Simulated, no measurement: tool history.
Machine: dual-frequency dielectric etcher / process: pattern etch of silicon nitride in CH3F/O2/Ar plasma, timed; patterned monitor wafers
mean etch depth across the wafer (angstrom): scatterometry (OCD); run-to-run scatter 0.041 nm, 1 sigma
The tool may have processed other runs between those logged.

run	hour	source power (W)	bias power (W)	etch time (s)	mean etch depth across the wafer (angstrom)
1	0.0	370	53	21.5	120.22
2	6.0	390	54	21.5	125.55
3	13.7	400	54	21.5	127.56
4	20.9	410	54	21.5	128.76
5	25.2	410	54	19.5	116.93
6	32.5	360	54	19.5	109.56
7	38.2	430	61	20.0	128.39
8	47.0	440	61	20.0	130.30

Estimate the outcome of run 9 from the log above:
9	51.7	450	61	20.0	?

mean etch depth across the wafer (angstrom): 132.34
